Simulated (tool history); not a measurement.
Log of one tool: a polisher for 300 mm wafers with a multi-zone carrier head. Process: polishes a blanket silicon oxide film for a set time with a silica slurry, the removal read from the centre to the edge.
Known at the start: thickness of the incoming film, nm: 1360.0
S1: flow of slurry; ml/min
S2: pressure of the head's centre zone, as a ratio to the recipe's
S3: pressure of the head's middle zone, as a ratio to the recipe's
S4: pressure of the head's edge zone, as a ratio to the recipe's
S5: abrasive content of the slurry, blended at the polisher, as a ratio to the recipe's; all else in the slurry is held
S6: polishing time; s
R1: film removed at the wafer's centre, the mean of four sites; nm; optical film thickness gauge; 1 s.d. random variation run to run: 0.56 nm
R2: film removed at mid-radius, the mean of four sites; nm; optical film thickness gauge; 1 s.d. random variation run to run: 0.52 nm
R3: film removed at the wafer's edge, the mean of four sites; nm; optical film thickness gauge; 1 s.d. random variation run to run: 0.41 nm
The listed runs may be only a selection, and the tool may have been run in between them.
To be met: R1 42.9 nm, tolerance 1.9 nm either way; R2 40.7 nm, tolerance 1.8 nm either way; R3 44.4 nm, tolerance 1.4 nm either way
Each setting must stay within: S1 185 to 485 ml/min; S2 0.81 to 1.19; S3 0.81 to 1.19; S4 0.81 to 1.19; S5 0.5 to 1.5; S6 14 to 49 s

| run | day | S1 | S2 | S3 | S4 | S5 | S6 | R1 | R2 | R3 |
|---|---|---|---|---|---|---|---|---|---|---|
| 1 | 0 | 310 | 1 | 1 | 1 | 1 | 31 | 75.829 | 71.894 | 77.141 |
| 2 | 0.142 | 310 | 1 | 1 | 1.06 | 1 | 31 | 73.618 | 71.386 | 79.627 |
| 3 | 0.471 | 310 | 1 | 1 | 1.06 | 1.1 | 31 | 79.034 | 75.252 | 81.961 |
| 4 | 0.542 | 310 | 1 | 1 | 1.03 | 1.1 | 31 | 80.755 | 76.555 | 81.388 |
| 5 | 0.792 | 310 | 1.08 | 1 | 1.03 | 1.1 | 31 | 84.897 | 76.193 | 81.466 |
| 6 | 0.825 | 310 | 1.07 | 1 | 1 | 0.95 | 29 | 73.156 | 65.856 | 71.643 |
| 7 | 0.892 | 310 | 1.06 | 1.01 | 0.97 | 0.85 | 27 | 65.516 | 58.687 | 61.359 |
| 8 | 1.062 | 305 | 1.02 | 1 | 0.96 | 0.75 | 26 | 57.153 | 53.658 | 55.402 |
| 9 | 1.392 | 305 | 1.02 | 1 | 0.96 | 0.75 | 26 | 56.097 | 53.186 | 55.72 |
| 10 | 1.508 | 305 | 1 | 0.98 | 0.94 | 0.7 | 26 | 53.618 | 51.297 | 53.422 |
| 11 | 1.6 | 300 | 0.99 | 0.95 | 0.92 | 0.65 | 26 | 51.224 | 48.548 | 50.508 |
| 12 | 1.688 | 295 | 0.97 | 0.92 | 0.91 | 0.6 | 26 | 47.129 | 45.673 | 48.804 |
|  | 1.85 | edge zone pressure recalibrated |
| 13 | 1.85 | 290 | 0.97 | 0.9 | 0.89 | 0.6 | 26 | 47.174 | 44.337 | 46.675 |
| 14 | 2.208 | 260 | 0.89 | 0.83 | 0.89 | 0.55 | 26 | 40.989 | 38.493 | 44.12 |

Which single option among these 5 for the next run brings every result within its allowed miss of target? Just one does.
| A | 2.567 | 295 | 0.81 | 1 | 0.9 | 0.5 | 27 | ? | ? | ? |
| B | 2.567 | 255 | 0.92 | 0.86 | 0.85 | 0.6 | 25 | ? | ? | ? |
| C | 2.567 | 185 | 0.89 | 0.81 | 0.99 | 0.55 | 26 | ? | ? | ? |
| D | 2.567 | 260 | 0.98 | 0.81 | 1.03 | 0.6 | 23 | ? | ? | ? |
| E | 2.567 | 280 | 0.91 | 0.83 | 0.97 | 0.5 | 26 | ? | ? | ? |

| move | R1 | R2 | R3 |
|---|---|---|---|
| A | 37.544 | 44.064 | 44.432 |
| B | 42.749 | 39.508 | 43.95 |
| C | 38.719 | 35.642 | 44.466 |
| D | 42.02 | 34.87 | 43.606 |
| E | 40.349 | 36.699 | 43.909 |
A: the result that was furthest off in the last run now lies on the other side of its target
B: every result lands within tolerance
C: lands further from the targets than the last run did
D: lands further from the targets than the last run did
E: lands further from the targets than the last run did
The move that meets every target is B.
